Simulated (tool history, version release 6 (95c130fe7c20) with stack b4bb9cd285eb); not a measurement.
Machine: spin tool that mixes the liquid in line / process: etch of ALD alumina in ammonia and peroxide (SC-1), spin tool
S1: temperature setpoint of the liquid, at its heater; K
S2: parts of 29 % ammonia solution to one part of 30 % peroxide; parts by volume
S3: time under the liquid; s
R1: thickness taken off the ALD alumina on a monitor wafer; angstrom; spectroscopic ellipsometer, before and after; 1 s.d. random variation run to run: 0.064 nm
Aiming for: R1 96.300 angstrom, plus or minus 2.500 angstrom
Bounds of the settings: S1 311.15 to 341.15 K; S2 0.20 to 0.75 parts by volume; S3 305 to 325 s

run 1 hour=0.0 | S1=325.15 S2=0.45 S3=305 | R1=167.950
run 2 hour=3.0 | S1=329.65 S2=0.45 S3=305 | R1=214.930
run 3 hour=4.9 | S1=325.15 S2=0.45 S3=305 | R1=168.570
run 4 hour=7.5 | S1=322.15 S2=0.45 S3=305 | R1=143.670
run 5 hour=15.9 | S1=322.15 S2=0.45 S3=305 | R1=142.070
run 6 hour=17.7 | S1=320.15 S2=0.45 S3=305 | R1=127.870
run 7 hour=22.8 | S1=318.65 S2=0.45 S3=305 | R1=116.190
run 8 hour=23.8 | S1=317.65 S2=0.45 S3=305 | R1=111.240
run 9 hour=29.9 | S1=316.65 S2=0.45 S3=305 | R1=104.760

Exactly one of the 4 candidate moves below puts every result within its allowed miss. Which one?
run A hour=36.0 | S1=318.65 S2=0.25 S3=325 | R1=?
run B hour=36.0 | S1=315.65 S2=0.50 S3=320 | R1=?
run C hour=36.0 | S1=315.15 S2=0.40 S3=325 | R1=?
run D hour=36.0 | S1=315.65 S2=0.35 S3=305 | R1=?

move=A R1=117.310
move=B R1=103.890
move=C R1=100.330
move=D R1=95.707
A: its largest miss is bigger than the last run's
B: gains on the last run, yet a result remains outside its allowed miss
C: gains on the last run, yet a result remains outside its allowed miss
D: every result lands within tolerance
So the answer is move D, the one that meets all the targets.
